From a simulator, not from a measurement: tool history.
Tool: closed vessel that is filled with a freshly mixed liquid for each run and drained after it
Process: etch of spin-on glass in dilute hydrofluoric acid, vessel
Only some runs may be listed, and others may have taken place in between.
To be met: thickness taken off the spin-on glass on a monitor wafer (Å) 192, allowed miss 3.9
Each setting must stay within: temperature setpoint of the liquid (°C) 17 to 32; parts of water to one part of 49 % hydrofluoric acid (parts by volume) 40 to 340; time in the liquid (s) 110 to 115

run	hour	temperature setpoint of the liquid (°C)	parts of water to one part of 49 % hydrofluoric acid (parts by volume)	time in the liquid (s)	thickness taken off the spin-on glass on a monitor wafer (Å)
1	0	24	190	110	320.93
2	8.7	21	190	110	287.06
3	13.7	21	140	110	408.44
4	21.3	21	140	115	426.24
5	23.9	24.5	140	115	490.11
6	26.4	23	165	115	382.39
7	32.1	21.5	180	115	326.23
8	36.4	20.5	190	115	292.36
9	42.7	19.5	200	115	264.49
10	48.5	19	205	115	250.5
11	51.5	18.5	210	115	241.08
12	52.7	18	215	115	228.84
13	54.3	18	220	115	221.75
14	60.5	18	225	115	218.05
15	64.1	18	230	115	209.83
16	70.8	17.5	235	115	201.11

5 candidate next runs follow, results not yet known. Just one meets every target within its allowed miss. Identify it.
A	77.5	17.5	245	115	?
B	77.5	18	225	110	?
C	77.5	19	260	110	?
D	77.5	19.5	250	115	?
E	77.5	17	250	115	?

move	thickness taken off the spin-on glass on a monitor wafer (Å)
A	192.08
B	207.69
C	180.91
D	202.28
E	183.82
A: each result inside its tolerance
B: moves away from the targets compared with the last run
C: takes the result that was furthest off past its target
D: moves away from the targets compared with the last run
E: takes the result that was furthest off past its target
The move that meets every target is A.

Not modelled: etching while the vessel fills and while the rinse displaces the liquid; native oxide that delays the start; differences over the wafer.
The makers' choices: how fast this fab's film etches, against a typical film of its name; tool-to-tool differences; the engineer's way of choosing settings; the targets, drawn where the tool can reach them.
